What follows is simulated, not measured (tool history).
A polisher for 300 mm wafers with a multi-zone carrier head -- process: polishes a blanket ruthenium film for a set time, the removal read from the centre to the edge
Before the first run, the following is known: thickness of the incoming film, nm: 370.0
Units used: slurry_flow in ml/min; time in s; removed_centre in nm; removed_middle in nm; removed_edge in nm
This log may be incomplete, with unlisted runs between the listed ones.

run  hour  slurry_flow  centre_zone  middle_zone  edge_zone  time  removed_centre  removed_middle  removed_edge
  1   0.0          135         1.00         1.00       1.00    88         102.730         102.850        99.917
  2   7.5          135         1.00         1.00       0.91    88         100.580         101.750        98.335
  3   8.3          135         0.96         1.00       0.91    88          97.606         102.320        96.986
  4  12.1          135         1.00         1.00       0.91    88         100.970         101.850        97.502
  5  17.4          105         1.00         1.00       0.91    88          95.242          94.069        92.729
  6  20.7           85         1.00         1.00       0.91    88          86.335          89.593        88.081
  7  22.7          100         0.99         1.01       0.93    90          93.169          97.586        93.314
  8  28.8          135         0.91         1.07       1.03   101         103.780         119.570       115.250
  9  31.8          135         0.91         1.07       1.03   101         106.080         123.210       118.820
 10  32.8          140         0.92         1.08       1.03   101         107.770         123.460       116.380

Run 11 is up next; what results do you expect?
 11  40.2          140         0.92         1.08       1.03   101               ?               ?             ?

Run 11 produced removed_centre 108.200 nm, removed_middle 125.810 nm, removed_edge 118.430 nm.

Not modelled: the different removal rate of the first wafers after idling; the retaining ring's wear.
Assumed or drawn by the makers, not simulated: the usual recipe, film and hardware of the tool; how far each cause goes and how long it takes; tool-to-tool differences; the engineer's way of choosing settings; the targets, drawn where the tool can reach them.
